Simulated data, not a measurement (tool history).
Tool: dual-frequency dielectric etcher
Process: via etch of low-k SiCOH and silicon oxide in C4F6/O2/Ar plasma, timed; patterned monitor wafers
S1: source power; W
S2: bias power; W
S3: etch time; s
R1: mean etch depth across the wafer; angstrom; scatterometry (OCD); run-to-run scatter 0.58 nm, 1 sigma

run 1 hour=0 | S1=320 S2=171 S3=120.5 | R1=2832.6
run 2 hour=3.8 | S1=310 S2=170 S3=120.5 | R1=2797.4
run 3 hour=6.7 | S1=340 S2=170 S3=120.5 | R1=2881.9
run 4 hour=8.6 | S1=320 S2=169 S3=120.5 | R1=2826.8
run 5 hour=11.8 | S1=320 S2=169 S3=125.5 | R1=2943.5
run 6 hour=16.8 | S1=320 S2=149 S3=125.5 | R1=2830.9

Expected results for the next run?
run 7 hour=18.6 | S1=320 S2=149 S3=125.5 | R1=?

Run 7 gave R1 2821.3 angstrom.

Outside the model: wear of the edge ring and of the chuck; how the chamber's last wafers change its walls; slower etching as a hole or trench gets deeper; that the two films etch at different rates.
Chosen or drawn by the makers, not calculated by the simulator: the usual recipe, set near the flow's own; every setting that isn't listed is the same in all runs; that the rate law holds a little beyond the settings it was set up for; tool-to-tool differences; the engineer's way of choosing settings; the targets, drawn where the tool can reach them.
